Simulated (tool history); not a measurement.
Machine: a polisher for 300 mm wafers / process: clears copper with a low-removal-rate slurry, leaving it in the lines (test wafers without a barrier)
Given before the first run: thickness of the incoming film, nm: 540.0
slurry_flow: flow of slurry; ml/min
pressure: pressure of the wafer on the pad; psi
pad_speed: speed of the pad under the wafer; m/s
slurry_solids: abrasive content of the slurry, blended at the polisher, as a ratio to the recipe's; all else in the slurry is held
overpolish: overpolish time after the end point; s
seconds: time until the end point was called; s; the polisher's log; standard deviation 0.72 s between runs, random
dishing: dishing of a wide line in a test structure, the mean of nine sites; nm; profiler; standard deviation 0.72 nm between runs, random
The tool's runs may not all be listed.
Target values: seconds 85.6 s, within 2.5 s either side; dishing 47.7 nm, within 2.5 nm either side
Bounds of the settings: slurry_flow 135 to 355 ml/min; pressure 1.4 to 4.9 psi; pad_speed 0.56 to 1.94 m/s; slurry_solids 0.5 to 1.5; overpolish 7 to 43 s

run 1 hour=0 | slurry_flow=225 pressure=3.1 pad_speed=1.24 slurry_solids=1 overpolish=22 | seconds=154.7 dishing=47.072
run 2 hour=4.2 | slurry_flow=225 pressure=3.1 pad_speed=1.24 slurry_solids=1 overpolish=15 | seconds=155.57 dishing=34.635
run 3 hour=5 | slurry_flow=235 pressure=3.7 pad_speed=1.24 slurry_solids=1 overpolish=14 | seconds=132.11 dishing=38.735
run 4 hour=10.7 | slurry_flow=200 pressure=3.7 pad_speed=1.24 slurry_solids=1 overpolish=14 | seconds=134.21 dishing=37.377
run 5 hour=18.2 | slurry_flow=200 pressure=3.7 pad_speed=1.24 slurry_solids=1 overpolish=18 | seconds=131.93 dishing=46.747
-- hour=25.3 slurry blender recalibrated
run 6 hour=25.3 | slurry_flow=205 pressure=4.1 pad_speed=1.28 slurry_solids=1 overpolish=15 | seconds=107.07 dishing=47.439
run 7 hour=27 | slurry_flow=215 pressure=4.3 pad_speed=1.28 slurry_solids=1 overpolish=14 | seconds=102.24 dishing=46.487
run 8 hour=27.5 | slurry_flow=220 pressure=4.5 pad_speed=1.28 slurry_solids=1 overpolish=13 | seconds=97.453 dishing=45.69
run 9 hour=33 | slurry_flow=220 pressure=4.6 pad_speed=1.28 slurry_solids=1 overpolish=13 | seconds=95.277 dishing=46.241
run 10 hour=39 | slurry_flow=220 pressure=4.7 pad_speed=1.28 slurry_solids=1 overpolish=13 | seconds=93.921 dishing=49.264
run 11 hour=43.2 | slurry_flow=220 pressure=4.8 pad_speed=1.3 slurry_solids=1 overpolish=12 | seconds=89.579 dishing=47.426

Next run, 4 choices. One meets every target within its allowed miss, the rest don't. Which?
run A hour=47.4 | slurry_flow=205 pressure=4.9 pad_speed=1.18 slurry_solids=0.95 overpolish=13 | seconds=? dishing=?
run B hour=47.4 | slurry_flow=300 pressure=4.3 pad_speed=1.28 slurry_solids=1.05 overpolish=12 | seconds=? dishing=?
run C hour=47.4 | slurry_flow=265 pressure=4.4 pad_speed=1.28 slurry_solids=1.05 overpolish=14 | seconds=? dishing=?
run D hour=47.4 | slurry_flow=205 pressure=4.7 pad_speed=1.44 slurry_solids=1.05 overpolish=12 | seconds=? dishing=?

move=A seconds=97.481 dishing=46.228
move=B seconds=97.897 dishing=42.925
move=C seconds=96.783 dishing=49.129
move=D seconds=84.776 dishing=48.426
A: further off than the last run
B: further off than the last run
C: further off than the last run
D: meets every target
The move that meets every target is D.

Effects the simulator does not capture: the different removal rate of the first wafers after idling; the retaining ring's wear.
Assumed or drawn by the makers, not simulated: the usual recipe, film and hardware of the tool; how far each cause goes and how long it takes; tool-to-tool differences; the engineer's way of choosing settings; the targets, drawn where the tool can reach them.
